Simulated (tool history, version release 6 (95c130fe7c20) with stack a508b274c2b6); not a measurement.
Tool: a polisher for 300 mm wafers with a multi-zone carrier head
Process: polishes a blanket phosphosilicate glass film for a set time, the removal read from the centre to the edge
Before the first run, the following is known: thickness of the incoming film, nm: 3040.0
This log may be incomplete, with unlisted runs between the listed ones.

run,hour,flow of slurry (ml/min),pressure of the head's centre zone,pressure of the head's middle zone,pressure of the head's edge zone,abrasive content of the slurry,polishing time (s),film removed at the wafer's centre (angstrom),film removed at mid-radius (angstrom),film removed at the wafer's edge (angstrom)
1,0,140,1,1,1,1,85,5878.6,5749,5512.8
2,7,140,1,1,1,1,68,4662.6,4584.4,4436.6
3,14.7,150,1.03,0.98,1.04,1.1,75,5528.2,5243.2,5179.8
4,15.4,155,1.06,0.96,1.07,1.2,82,6384.8,5771.7,5868.1
5,21.8,160,1.08,0.95,1.09,1.25,89,7376.1,6366.3,6589.1
6,25.8,160,1.02,0.95,1.09,1.25,89,6938.7,6370.5,6575.2
7,27.3,160,1.02,0.95,1.09,1.25,89,6930.1,6413.9,6559.4
8,35.5,160,1.05,0.94,1.11,1.3,94,7555.9,6779.8,7031.5
9,42.1,170,1.07,0.93,1.12,1.35,97,8207.3,7085.1,7451.1
10,48.8,170,1.07,0.93,1.12,1.35,97,8252.3,7111.6,7494.3
11,56.7,170,1.09,0.92,1.13,1.4,100,8809.8,7304.1,7812.9
12,63,175,1.1,0.92,1.14,1.4,103,9072.3,7590.9,8165.8
13,65.1,180,1.12,0.92,1.15,1.4,105,9681.9,7749.4,8308.2
14,69.2,180,1.12,0.92,1.16,1.4,107,9697.7,8022.3,8488.2
# hour 70.3: edge zone pressure recalibrated
15,70.3,180,1.12,0.91,1.16,1.4,109,10040,7994.8,8761.7
16,71.5,185,1.12,0.91,1.16,1.4,110,9959.2,8196.4,8955
17,79.6,190,1.13,0.91,1.16,1.4,110,10268,8076.8,9113.2

For run 18, what comes out?
18,80.2,195,1.14,0.92,1.16,1.4,110,?,?,?

film removed at the wafer's centre (angstrom): 10260
film removed at mid-radius (angstrom): 8199.9
film removed at the wafer's edge (angstrom): 8978.3

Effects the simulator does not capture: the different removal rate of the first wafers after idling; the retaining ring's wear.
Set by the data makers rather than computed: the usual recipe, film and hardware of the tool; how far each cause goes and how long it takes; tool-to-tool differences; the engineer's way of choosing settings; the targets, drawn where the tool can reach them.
